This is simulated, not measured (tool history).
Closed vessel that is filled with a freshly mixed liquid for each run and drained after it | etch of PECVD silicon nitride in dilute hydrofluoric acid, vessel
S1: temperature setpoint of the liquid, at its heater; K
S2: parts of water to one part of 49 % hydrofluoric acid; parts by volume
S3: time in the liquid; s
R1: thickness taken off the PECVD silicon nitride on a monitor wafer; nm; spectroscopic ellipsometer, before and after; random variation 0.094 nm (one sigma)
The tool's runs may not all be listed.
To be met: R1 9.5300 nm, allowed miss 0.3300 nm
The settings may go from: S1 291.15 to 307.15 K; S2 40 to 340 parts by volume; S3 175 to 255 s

run  hour      S1   S2   S3      R1
  1   0.0  299.15  190  255  7.2731
  2   2.2  299.15  190  175  5.0831
  3   2.7  300.65  185  175  5.6447
  4  10.6  300.65  185  175  5.6676
  5  15.4  301.15  170  175  6.3168
  6  21.6  302.65  170  175  6.7634
     24.6  -- thermometer replaced
  7  24.6  303.15  165  175  6.4227
  8  25.7  303.15  150  175  7.0641
  9  33.1  303.65  140  175  7.7760
 10  36.8  304.15  135  175  8.4361

Which of these 5 next moves meets every target?
  A  40.5  303.65  115  175   ?
  B  40.5  304.15  155  175   ?
  C  40.5  302.65  165  250   ?
  D  40.5  305.15  145  175   ?
  E  40.5  301.65  130  175   ?

move      R1
   A  9.6565
   B  7.3543
   C  8.9998
   D  8.3626
   E  7.5340
A: meets every target
B: further off than the last run
C: nearer than the last run, and not there yet
D: further off than the last run
E: further off than the last run
Move A is the one to make.
